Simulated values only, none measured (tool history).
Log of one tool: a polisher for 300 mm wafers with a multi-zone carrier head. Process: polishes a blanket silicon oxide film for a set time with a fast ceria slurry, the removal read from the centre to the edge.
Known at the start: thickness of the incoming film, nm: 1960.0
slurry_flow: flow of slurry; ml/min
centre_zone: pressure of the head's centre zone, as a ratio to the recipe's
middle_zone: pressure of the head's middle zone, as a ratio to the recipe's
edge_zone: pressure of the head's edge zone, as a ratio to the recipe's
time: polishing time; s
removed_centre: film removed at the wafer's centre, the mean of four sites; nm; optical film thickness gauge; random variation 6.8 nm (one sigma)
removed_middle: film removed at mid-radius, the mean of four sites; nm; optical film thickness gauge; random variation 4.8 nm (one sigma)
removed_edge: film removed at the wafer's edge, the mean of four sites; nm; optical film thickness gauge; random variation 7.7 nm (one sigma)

| run | hour | slurry_flow | centre_zone | middle_zone | edge_zone | time | removed_centre | removed_middle | removed_edge |
|---|---|---|---|---|---|---|---|---|---|
| 1 | 0 | 225 | 1 | 1 | 1 | 33 | 743.5 | 761.16 | 755 |
| 2 | 0.8 | 225 | 1 | 1 | 1.06 | 33 | 758.91 | 768.85 | 808.06 |
| 3 | 9.3 | 225 | 1 | 0.93 | 1.06 | 33 | 764.99 | 709.2 | 800.32 |
| 4 | 9.9 | 220 | 0.98 | 0.91 | 1.04 | 32 | 728.92 | 692.28 | 757.77 |
| 5 | 18.1 | 220 | 0.94 | 0.91 | 1.04 | 32 | 708.94 | 683.07 | 749.51 |
| 6 | 23.1 | 215 | 0.93 | 0.89 | 1.04 | 31 | 675.2 | 647.02 | 726.76 |
| 7 | 24.8 | 210 | 0.93 | 0.87 | 1.03 | 30 | 659.87 | 621.47 | 710.16 |
| 8 | 26.2 | 210 | 0.93 | 0.86 | 1.02 | 29 | 645.26 | 581.1 | 658.85 |
| 9 | 34.6 | 205 | 0.92 | 0.85 | 1.02 | 29 | 630.33 | 579.34 | 672.73 |
| 10 | 37.9 | 200 | 0.91 | 0.84 | 1.01 | 29 | 625.56 | 580.54 | 675.8 |
| 11 | 40.1 | 200 | 0.91 | 0.84 | 1 | 29 | 621.79 | 565.95 | 663.28 |
| 12 | 45 | 200 | 0.9 | 0.84 | 0.99 | 29 | 612 | 579.03 | 660.97 |

Forecast run 13:
| 13 | 52.3 | 195 | 0.9 | 0.83 | 0.99 | 29 | ? | ? | ? |

Run 13 gave removed_centre 629.95 nm, removed_middle 559.52 nm, removed_edge 680.2 nm.
